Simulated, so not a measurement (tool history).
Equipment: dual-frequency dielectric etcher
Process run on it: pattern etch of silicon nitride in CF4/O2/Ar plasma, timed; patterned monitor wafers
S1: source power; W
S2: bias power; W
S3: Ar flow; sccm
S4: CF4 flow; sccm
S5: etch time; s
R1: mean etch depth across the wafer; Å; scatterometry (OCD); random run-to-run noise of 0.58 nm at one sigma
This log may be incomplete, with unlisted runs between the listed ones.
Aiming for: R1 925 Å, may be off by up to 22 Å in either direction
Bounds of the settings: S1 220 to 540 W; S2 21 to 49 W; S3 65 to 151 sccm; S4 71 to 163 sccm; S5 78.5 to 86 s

run	day	S1	S2	S3	S4	S5	R1
1	0	380	35	108	117	86	992.95
2	0.258	330	35	108	117	86	876.83
3	0.383	330	35	122	117	86	872.82
4	0.625	340	35	122	117	86	889.06
5	0.9	270	35	122	117	86	724.04
6	1.192	240	35	122	117	86	660.2
7	1.55	260	35	122	117	86	704.6
8	1.667	270	35	122	117	86	728.1
9	1.988	280	35	122	117	86	751.56
10	2.275	290	35	122	117	86	775.78
11	2.596	300	35	122	117	86	796.61
12	2.771	310	35	122	117	86	814.86
13	2.942	320	35	122	117	86	850.96
14	3.154	340	35	122	117	86	892.37

Consider the 5 candidate settings below. Which is the only one whose results all fall within their allowed miss of target?
A	3.367	410	33	127	74	84	?
B	3.367	360	32	132	116	83	?
C	3.367	340	37	122	127	82	?
D	3.367	390	32	133	97	78.5	?
E	3.367	340	43	128	107	79.5	?

move	R1
A	927.8
B	862.8
C	871.37
D	851.6
E	870.22
A: each result inside its tolerance
B: moves away from the targets compared with the last run
C: moves away from the targets compared with the last run
D: moves away from the targets compared with the last run
E: moves away from the targets compared with the last run
The right move is A.

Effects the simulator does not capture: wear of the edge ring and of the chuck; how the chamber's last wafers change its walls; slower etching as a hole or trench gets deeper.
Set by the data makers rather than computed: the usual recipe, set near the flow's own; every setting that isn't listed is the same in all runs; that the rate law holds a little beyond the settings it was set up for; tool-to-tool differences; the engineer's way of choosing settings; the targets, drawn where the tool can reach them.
